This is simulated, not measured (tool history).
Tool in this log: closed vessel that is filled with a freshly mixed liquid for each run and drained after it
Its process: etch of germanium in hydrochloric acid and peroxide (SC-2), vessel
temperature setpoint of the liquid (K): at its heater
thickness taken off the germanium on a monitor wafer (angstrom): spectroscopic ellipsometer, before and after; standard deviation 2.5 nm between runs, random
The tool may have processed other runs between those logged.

run	day	temperature setpoint of the liquid (K)	parts of water to one part each of 37 % hydrochloric acid and 30 % peroxide (parts by volume)	time in the liquid (s)	thickness taken off the germanium on a monitor wafer (angstrom)
1	0	327.15	6	105	3489.1
2	0.275	327.15	6	110	3710
3	0.425	326.15	6	110	3567
4	0.521	326.15	4.5	110	3582.2
5	0.738	326.15	4	110	3663.9
6	1.117	325.15	4	110	3518.4
7	1.483	324.15	4	110	3370.7
8	1.817	323.65	4	110	3309.7
9	1.908	323.15	4	110	3306.8
10	2.108	322.65	4	110	3199.2
11	2.142	322.65	4	110	3160.1
12	2.454	322.65	4	110	3190.6
13	2.842	322.15	4	110	3138.8
14	3.192	321.65	4	110	3160.6

What will run 15 give?
15	3.292	321.15	4	110	?

thickness taken off the germanium on a monitor wafer (angstrom): 3088.2
